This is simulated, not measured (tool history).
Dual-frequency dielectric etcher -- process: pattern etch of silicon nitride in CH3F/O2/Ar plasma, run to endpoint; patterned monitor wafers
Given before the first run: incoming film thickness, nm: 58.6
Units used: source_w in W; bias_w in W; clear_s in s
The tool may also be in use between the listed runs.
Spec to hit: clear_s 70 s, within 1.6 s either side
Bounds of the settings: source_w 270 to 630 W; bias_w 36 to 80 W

run	hour	source_w	bias_w	clear_s
1	0	450	58	75.679
2	8.6	460	58	75.192
3	13.4	460	48	82.297
4	20	480	49	79.228
5	23.2	540	49	74.618
6	23.8	550	49	74.376
7	27.9	560	49	73.425
8	29.3	570	49	73.106

Which one of the following 4 next-run settings gets every result inside its allowed miss? There is exactly one.
A	30.7	530	50	?
B	30.7	480	54	?
C	30.7	550	56	?
D	30.7	600	60	?

move	clear_s
A	75.925
B	77.271
C	71.405
D	66.769
A: misses by more than the last run did
B: misses by more than the last run did
C: all results in spec
D: moves the result that the last run missed by most past its target, out the other side
C is the move that brings every result within its allowed miss.
